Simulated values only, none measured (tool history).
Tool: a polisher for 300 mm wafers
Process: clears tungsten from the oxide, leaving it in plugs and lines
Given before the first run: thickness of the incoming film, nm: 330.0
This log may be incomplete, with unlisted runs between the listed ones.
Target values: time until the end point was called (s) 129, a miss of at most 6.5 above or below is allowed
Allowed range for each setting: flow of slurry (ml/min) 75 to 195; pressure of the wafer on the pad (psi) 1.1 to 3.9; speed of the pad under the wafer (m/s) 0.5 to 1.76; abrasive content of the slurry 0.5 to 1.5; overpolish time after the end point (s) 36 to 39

run  hour  flow of slurry (ml/min)  pressure of the wafer on the pad (psi)  speed of the pad under the wafer (m/s)  abrasive content of the slurry  overpolish time after the end point (s)  time until the end point was called (s)
  1     0                      125                                     2.5                                    1.12                               1                                       36                                   94.038
  2   1.2                      125                                     2.5                                    1.12                               1                                       36                                   93.824
  3     8                      105                                     2.5                                    1.12                               1                                       36                                   95.975
  4  16.2                      105                                     2.5                                    1.32                               1                                       36                                   82.227
  5  22.3                      105                                     2.9                                    1.32                               1                                       36                                   72.102
  6  24.2                       75                                     2.9                                    1.32                               1                                       36                                   77.903
  7  28.8                       75                                     2.7                                    1.32                               1                                       36                                   84.156
  8  35.1                       75                                     2.6                                    1.32                               1                                       36                                   88.582
  9  37.3                       75                                     2.5                                    1.32                               1                                       36                                   93.752
 10  42.4                       75                                     2.4                                    1.32                               1                                       36                                   96.802
 11  49.9                       75                                     2.3                                    1.32                               1                                       36                                   97.188
 12    52                       75                                     2.2                                    1.32                               1                                       36                                   103.46
 13  54.5                       75                                     2.1                                    1.32                               1                                       36                                    108.8
 14  58.4                       75                                       2                                    1.32                               1                                       36                                   113.69

Exactly one of the 4 candidate moves below puts every result within its allowed miss. Which one?
  A  62.3                       85                                     2.3                                    1.32                            0.95                                       38                                        ?
  B  62.3                       90                                     2.1                                    1.28                            1.05                                       39                                        ?
  C  62.3                       75                                     1.9                                    1.28                            1.25                                       39                                        ?
  D  62.3                       75                                     1.9                                    1.26                            0.75                                       39                                        ?

move  time until the end point was called (s)
   A                                    96.48
   B                                   104.37
   C                                   115.38
   D                                   130.49
A: the biggest miss grows against the last run
B: the biggest miss grows against the last run
C: nearer than the last run, and not there yet
D: hits every target within its allowed miss
D meets every target.

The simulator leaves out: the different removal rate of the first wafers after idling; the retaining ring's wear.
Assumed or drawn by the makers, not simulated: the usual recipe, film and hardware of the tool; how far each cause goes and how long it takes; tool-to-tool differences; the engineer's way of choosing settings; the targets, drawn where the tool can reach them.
